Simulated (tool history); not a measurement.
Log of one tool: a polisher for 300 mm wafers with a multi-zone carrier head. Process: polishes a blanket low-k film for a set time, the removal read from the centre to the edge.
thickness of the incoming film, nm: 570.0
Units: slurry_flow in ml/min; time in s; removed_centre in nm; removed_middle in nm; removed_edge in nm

run,hour,slurry_flow,centre_zone,middle_zone,edge_zone,slurry_solids,time,removed_centre,removed_middle,removed_edge
1,0,185,1,1,1,1,56,12.727,13.036,13.303
2,8.9,185,1,1,1,0.95,56,12.263,12.557,12.951
3,9.6,175,1,1.01,0.96,0.95,56,12.264,12.408,12.805
4,10.6,175,1,1.01,0.96,0.95,66,14.425,14.698,14.821
5,18.9,130,1,1.01,0.96,0.95,66,13.094,13.554,14.354
6,25.5,130,1,1.01,0.96,1.15,66,14.196,14.756,15.465
7,33.7,170,1.05,1.1,0.86,0.9,63,13.944,14.379,13.18
8,37.7,160,1.04,1.1,0.85,0.85,63,13.062,13.598,12.612
9,43.7,150,1.04,1.1,0.84,0.8,63,12.607,13.344,12.121
10,49.9,140,1.04,1.09,0.83,0.8,63,12.168,13.048,11.839
11,52,135,1.04,1.08,0.83,0.8,63,12.26,12.668,11.895

Run 12 comes next. What will it give?
12,58.8,130,1.04,1.08,0.82,0.8,63,?,?,?

removed_centre: 12.106 nm
removed_middle: 12.684 nm
removed_edge: 11.801 nm

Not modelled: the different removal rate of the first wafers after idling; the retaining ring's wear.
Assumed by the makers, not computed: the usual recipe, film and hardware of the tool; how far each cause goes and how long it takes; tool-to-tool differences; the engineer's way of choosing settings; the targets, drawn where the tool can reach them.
